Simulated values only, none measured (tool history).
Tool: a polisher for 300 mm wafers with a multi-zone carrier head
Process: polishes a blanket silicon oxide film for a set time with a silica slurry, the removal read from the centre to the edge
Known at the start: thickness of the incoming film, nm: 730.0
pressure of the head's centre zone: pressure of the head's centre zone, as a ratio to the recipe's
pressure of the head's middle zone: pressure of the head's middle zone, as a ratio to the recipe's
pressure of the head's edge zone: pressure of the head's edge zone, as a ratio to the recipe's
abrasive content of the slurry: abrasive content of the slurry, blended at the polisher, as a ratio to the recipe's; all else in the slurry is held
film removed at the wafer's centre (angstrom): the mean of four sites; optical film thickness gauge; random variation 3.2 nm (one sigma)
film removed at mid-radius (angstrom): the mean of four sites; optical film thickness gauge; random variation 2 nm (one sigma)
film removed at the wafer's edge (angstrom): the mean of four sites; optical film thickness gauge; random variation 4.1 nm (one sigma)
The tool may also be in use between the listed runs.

run,hour,flow of slurry (ml/min),pressure of the head's centre zone,pressure of the head's middle zone,pressure of the head's edge zone,abrasive content of the slurry,polishing time (s),film removed at the wafer's centre (angstrom),film removed at mid-radius (angstrom),film removed at the wafer's edge (angstrom)
1,0.0,135,1.00,1.00,1.00,1.00,67,2352.2,2381.1,2445.6
2,0.6,145,0.99,1.02,1.05,1.05,67,2427.5,2504.4,2543.1
3,6.5,145,0.99,0.98,1.05,1.05,67,2468.0,2398.7,2582.6
4,9.1,150,0.97,1.00,1.08,1.10,67,2471.2,2540.1,2701.4
5,17.0,150,0.97,1.00,1.08,1.10,83,3032.9,3089.9,3253.6
6,18.6,140,0.96,1.00,1.07,1.10,83,2999.7,3086.9,3199.5

Forecast run 7:
7,23.0,135,0.94,1.00,1.07,1.10,83,?,?,?

Run 7 gave film removed at the wafer's centre (angstrom) 2930.4, film removed at mid-radius (angstrom) 3063.4, film removed at the wafer's edge (angstrom) 3227.2.
